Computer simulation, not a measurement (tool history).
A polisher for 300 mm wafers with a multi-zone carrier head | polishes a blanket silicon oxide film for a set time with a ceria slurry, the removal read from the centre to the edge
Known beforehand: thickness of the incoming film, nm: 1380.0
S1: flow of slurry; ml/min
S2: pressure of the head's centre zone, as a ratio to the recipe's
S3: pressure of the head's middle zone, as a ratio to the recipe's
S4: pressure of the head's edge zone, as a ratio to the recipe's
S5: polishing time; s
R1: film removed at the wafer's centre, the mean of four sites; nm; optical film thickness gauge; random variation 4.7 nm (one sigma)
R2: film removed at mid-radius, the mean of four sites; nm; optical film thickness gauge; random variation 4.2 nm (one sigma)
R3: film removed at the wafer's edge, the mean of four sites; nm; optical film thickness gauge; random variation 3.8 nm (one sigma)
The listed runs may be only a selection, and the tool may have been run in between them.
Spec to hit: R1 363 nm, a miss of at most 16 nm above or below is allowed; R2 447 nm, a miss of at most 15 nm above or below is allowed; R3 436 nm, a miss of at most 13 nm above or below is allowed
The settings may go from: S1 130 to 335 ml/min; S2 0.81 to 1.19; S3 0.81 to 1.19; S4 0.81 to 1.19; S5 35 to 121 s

run  hour   S1    S2    S3    S4  S5      R1      R2      R3
  1     0  215     1     1     1  78  453.95  469.07  457.37
  2   4.2  215  1.05     1     1  78  475.28  456.69  463.15
  3   5.2  250  1.05     1     1  78  483.26  475.04   463.9
  4   8.4  250  1.05  0.93     1  78  484.33   441.8  465.18
  5   9.6  250  1.05  0.93  1.06  78  475.37  443.06  483.49
  6  10.3  250  1.05  0.98  1.06  78  477.79  463.73  475.62
  7  18.9  245  1.02  0.98  1.06  77  460.95  461.23  469.03
  8  22.8  240  0.99  0.98  1.06  76  435.23  448.11   471.7
  9  29.4  235  0.97  0.99  1.05  75  426.45  455.71  452.15
 10  33.7  230  0.95  0.99  1.05  75  415.17  450.98  457.97
 11  38.7  225  0.93  0.99  1.04  75  412.18  454.76  451.45
 12  42.9  220  0.91  0.99  1.04  75  387.71  448.92  451.75
 13  50.2  220   0.9  0.99  1.03  75  390.45  437.62  451.74
 14  58.8  220  0.89     1  1.03  75  380.88  445.19   453.4
 15  61.1  220  0.89  1.01  1.02  75  379.23  457.63  452.32
 16  69.9  220  0.89  1.01  1.01  75   381.8  459.06  440.97
 17  74.9  220  0.88  1.01  1.01  75   373.9  460.47  450.21

4 next moves are on the table. One of them brings every result within its allowed miss. Which?
  A  79.9  260  0.85  1.08  0.97  76   ?   ?   ?
  B  79.9  280  0.86  1.01  0.88  72   ?   ?   ?
  C  79.9  235  0.86  1.02  1.02  73   ?   ?   ?
  D  79.9  180  0.83  0.96  1.02  80   ?   ?   ?

move      R1      R2      R3
   A  377.72  491.09  448.72
   B  364.68  442.54  408.79
   C  362.94  444.85  438.66
   D  371.32  450.05  470.88
A: meets the target for the result that was furthest off, but another lies outside its allowed miss
B: takes the result that was furthest off past its target
C: in spec on every target
D: moves away from the targets compared with the last run
Answer: C
